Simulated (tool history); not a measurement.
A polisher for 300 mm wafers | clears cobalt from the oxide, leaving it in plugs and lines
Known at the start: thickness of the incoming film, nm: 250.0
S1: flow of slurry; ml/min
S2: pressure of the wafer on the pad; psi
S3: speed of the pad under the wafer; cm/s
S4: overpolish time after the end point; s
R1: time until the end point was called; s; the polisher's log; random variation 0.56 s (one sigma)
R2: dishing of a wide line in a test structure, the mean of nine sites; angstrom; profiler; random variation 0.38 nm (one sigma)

Run 1, hour 0.0: S1 200 ml/min, S2 1.9 psi, S3 92 cm/s, S4 19 s. Result: R1 68.751 s, R2 256.43 angstrom.
Run 2, hour 7.9: S1 200 ml/min, S2 2.2 psi, S3 92 cm/s, S4 19 s. Result: R1 61.889 s, R2 256.67 angstrom.
Run 3, hour 15.1: S1 200 ml/min, S2 2.2 psi, S3 106 cm/s, S4 19 s. Result: R1 53.162 s, R2 271.86 angstrom.
Run 4, hour 18.6: S1 200 ml/min, S2 1.9 psi, S3 106 cm/s, S4 19 s. Result: R1 58.369 s, R2 254.98 angstrom.
Run 5, hour 26.4: S1 205 ml/min, S2 1.8 psi, S3 112 cm/s, S4 17 s. Result: R1 57.777 s, R2 253.99 angstrom.
Run 6, hour 30.8: S1 205 ml/min, S2 1.8 psi, S3 94 cm/s, S4 17 s. Result: R1 69.691 s, R2 253.16 angstrom.

Run 7 comes next. What will it give?
Run 7, hour 31.4: S1 195 ml/min, S2 1.8 psi, S3 98 cm/s, S4 16 s. Result: R1 ?, R2 ?.

Run 7 gave R1 67.073 s, R2 244.49 angstrom.
